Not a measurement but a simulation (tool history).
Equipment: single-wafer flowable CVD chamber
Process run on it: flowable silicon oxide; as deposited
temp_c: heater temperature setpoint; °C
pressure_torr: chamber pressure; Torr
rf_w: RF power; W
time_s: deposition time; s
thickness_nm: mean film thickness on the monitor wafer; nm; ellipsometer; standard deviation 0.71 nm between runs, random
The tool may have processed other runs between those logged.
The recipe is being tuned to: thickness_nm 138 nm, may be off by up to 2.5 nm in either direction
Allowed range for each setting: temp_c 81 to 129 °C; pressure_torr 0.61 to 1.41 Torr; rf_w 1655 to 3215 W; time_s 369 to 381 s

{"run": 1, "day": 0.0, "temp_c": 105, "pressure_torr": 1.01, "rf_w": 2435, "time_s": 369, "thickness_nm": 263.63}
{"run": 2, "day": 0.375, "temp_c": 111, "pressure_torr": 1.01, "rf_w": 2435, "time_s": 369, "thickness_nm": 222.38}
{"run": 3, "day": 0.404, "temp_c": 107, "pressure_torr": 1.01, "rf_w": 2435, "time_s": 369, "thickness_nm": 247.63}
{"run": 4, "day": 0.671, "temp_c": 107, "pressure_torr": 1.01, "rf_w": 2435, "time_s": 369, "thickness_nm": 248.12}
{"run": 5, "day": 0.983, "temp_c": 107, "pressure_torr": 0.9, "rf_w": 2435, "time_s": 369, "thickness_nm": 223.18}
{"run": 6, "day": 1.138, "temp_c": 112, "pressure_torr": 0.9, "rf_w": 2435, "time_s": 369, "thickness_nm": 193.57}
{"run": 7, "day": 1.467, "temp_c": 116, "pressure_torr": 0.9, "rf_w": 2435, "time_s": 369, "thickness_nm": 172.42}
{"run": 8, "day": 1.696, "temp_c": 118, "pressure_torr": 0.9, "rf_w": 2435, "time_s": 369, "thickness_nm": 164.81}
{"run": 9, "day": 1.842, "temp_c": 118, "pressure_torr": 0.9, "rf_w": 2435, "time_s": 369, "thickness_nm": 163.54}
{"run": 10, "day": 1.904, "temp_c": 120, "pressure_torr": 0.9, "rf_w": 2435, "time_s": 369, "thickness_nm": 154.6}
{"run": 11, "day": 1.95, "temp_c": 121, "pressure_torr": 0.9, "rf_w": 2435, "time_s": 369, "thickness_nm": 150.06}
{"run": 12, "day": 1.983, "temp_c": 122, "pressure_torr": 0.9, "rf_w": 2435, "time_s": 369, "thickness_nm": 147.87}
{"run": 13, "day": 2.067, "temp_c": 123, "pressure_torr": 0.9, "rf_w": 2435, "time_s": 369, "thickness_nm": 143.25}
{"run": 14, "day": 2.1, "temp_c": 123, "pressure_torr": 0.9, "rf_w": 2435, "time_s": 369, "thickness_nm": 143.17}

Consider the 5 candidate settings below. Which is the only one whose results all fall within their allowed miss of target?
{"run": "A", "day": 2.133, "temp_c": 124, "pressure_torr": 0.93, "rf_w": 2540, "time_s": 370, "thickness_nm": "?"}
{"run": "B", "day": 2.133, "temp_c": 124, "pressure_torr": 0.94, "rf_w": 2440, "time_s": 370, "thickness_nm": "?"}
{"run": "C", "day": 2.133, "temp_c": 115, "pressure_torr": 0.69, "rf_w": 2565, "time_s": 369, "thickness_nm": "?"}
{"run": "D", "day": 2.133, "temp_c": 127, "pressure_torr": 0.99, "rf_w": 2620, "time_s": 376, "thickness_nm": "?"}
{"run": "E", "day": 2.133, "temp_c": 123, "pressure_torr": 0.9, "rf_w": 2500, "time_s": 369, "thickness_nm": "?"}

move=A thickness_nm=147
move=B thickness_nm=147.6
move=C thickness_nm=139.6
move=D thickness_nm=148.39
move=E thickness_nm=145.18
A: its largest miss is bigger than the last run's
B: its largest miss is bigger than the last run's
C: all results land within tolerance of their targets
D: its largest miss is bigger than the last run's
E: its largest miss is bigger than the last run's
Move C is the one to make.

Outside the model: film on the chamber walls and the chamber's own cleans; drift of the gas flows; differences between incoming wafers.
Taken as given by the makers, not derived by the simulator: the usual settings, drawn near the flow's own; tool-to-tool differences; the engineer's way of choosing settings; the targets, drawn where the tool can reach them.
